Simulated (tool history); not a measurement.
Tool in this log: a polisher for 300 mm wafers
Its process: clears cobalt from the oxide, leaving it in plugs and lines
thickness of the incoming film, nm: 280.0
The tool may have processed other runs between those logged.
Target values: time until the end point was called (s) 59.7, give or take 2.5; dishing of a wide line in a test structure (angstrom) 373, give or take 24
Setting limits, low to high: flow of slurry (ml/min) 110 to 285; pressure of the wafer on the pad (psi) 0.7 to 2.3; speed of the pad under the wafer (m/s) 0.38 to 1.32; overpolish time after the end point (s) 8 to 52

run  hour  flow of slurry (ml/min)  pressure of the wafer on the pad (psi)  speed of the pad under the wafer (m/s)  overpolish time after the end point (s)  time until the end point was called (s)  dishing of a wide line in a test structure (angstrom)
  1     0                      180                                     1.5                                    0.84                                       26                                    77.65                                                  376.9
  2   6.9                      180                                     1.5                                    0.84                                       25                                   78.544                                                 365.77
  3  11.2                      180                                     1.3                                    0.84                                       25                                   90.379                                                 349.86
  4  12.3                      180                                     1.2                                    0.84                                       25                                   95.242                                                 338.15
  5  18.6                      180                                     1.2                                    0.84                                       31                                       97                                                 365.69
  6  20.9                      215                                     1.2                                    0.84                                       31                                   94.982                                                 366.92
  7  24.7                      215                                     1.3                                    0.84                                       29                                    86.07                                                 364.05
  8    33                      220                                     1.4                                    0.84                                       28                                     79.5                                                 378.31
     34.8  -- head pressure recalibrated
  9  34.8                      230                                     1.8                                    0.86                                       15                                   68.937                                                 315.94
 10  41.5                      230                                     1.8                                    0.86                                       16                                   68.662                                                 319.75

Exactly one of the 5 candidate moves below puts every result within its allowed miss. Which one?
  A  48.2                      285                                       2                                    0.88                                       14                                        ?                                                      ?
  B  48.2                      205                                     1.8                                     1.1                                       14                                        ?                                                      ?
  C  48.2                      240                                       2                                     0.9                                       13                                        ?                                                      ?
  D  48.2                      255                                     1.8                                    0.98                                       22                                        ?                                                      ?
  E  48.2                      200                                     1.9                                    0.84                                       15                                        ?                                                      ?

move  time until the end point was called (s)  dishing of a wide line in a test structure (angstrom)
   A                                   58.584                                                 328.79
   B                                   54.138                                                 338.84
   C                                   58.318                                                  319.1
   D                                   59.115                                                 379.23
   E                                   66.984                                                 320.13
A: corrects the largest miss of the last run, while another result sits out of spec
B: the result that was furthest off in the last run now lies on the other side of its target
C: corrects the largest miss of the last run, while another result sits out of spec
D: every result within its allowed miss
E: nearer than the last run, and not there yet
The right move is D.

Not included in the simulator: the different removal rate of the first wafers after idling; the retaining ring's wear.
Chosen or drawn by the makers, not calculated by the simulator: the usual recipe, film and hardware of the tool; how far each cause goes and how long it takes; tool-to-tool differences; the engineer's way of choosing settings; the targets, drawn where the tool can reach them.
